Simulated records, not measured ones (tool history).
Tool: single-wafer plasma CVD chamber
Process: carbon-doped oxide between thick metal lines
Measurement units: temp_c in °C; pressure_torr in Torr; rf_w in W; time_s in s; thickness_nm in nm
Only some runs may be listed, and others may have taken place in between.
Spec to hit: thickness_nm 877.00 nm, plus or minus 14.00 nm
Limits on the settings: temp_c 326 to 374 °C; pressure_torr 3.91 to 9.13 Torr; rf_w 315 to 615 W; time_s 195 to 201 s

run	hour	temp_c	pressure_torr	rf_w	time_s	thickness_nm
1	0.0	350	6.52	465	195	972.04
2	6.0	352	6.32	460	195	949.65
3	7.5	354	6.18	460	195	948.23
4	12.2	355	6.02	455	195	932.77
5	13.1	346	6.02	455	195	952.48
6	20.9	355	6.02	455	195	933.85
7	29.5	355	6.02	455	195	938.91
8	34.5	356	5.87	450	195	929.18
9	37.3	366	5.03	425	195	860.39
10	41.3	366	5.03	425	195	857.88

Below are 4 possible settings for the next run. Only one of them brings all results inside the allowed miss of their targets. Which is it?
A	45.3	374	5.40	430	200	?
B	45.3	370	4.66	470	201	?
C	45.3	361	4.12	440	195	?
D	45.3	360	6.13	415	201	?

move	thickness_nm
A	875.62
B	895.31
C	842.86
D	912.65
A: every result within its allowed miss
B: pushes the last run's worst result past its target
C: lands further from the targets than the last run did
D: pushes the last run's worst result past its target
Move A is the one to make.

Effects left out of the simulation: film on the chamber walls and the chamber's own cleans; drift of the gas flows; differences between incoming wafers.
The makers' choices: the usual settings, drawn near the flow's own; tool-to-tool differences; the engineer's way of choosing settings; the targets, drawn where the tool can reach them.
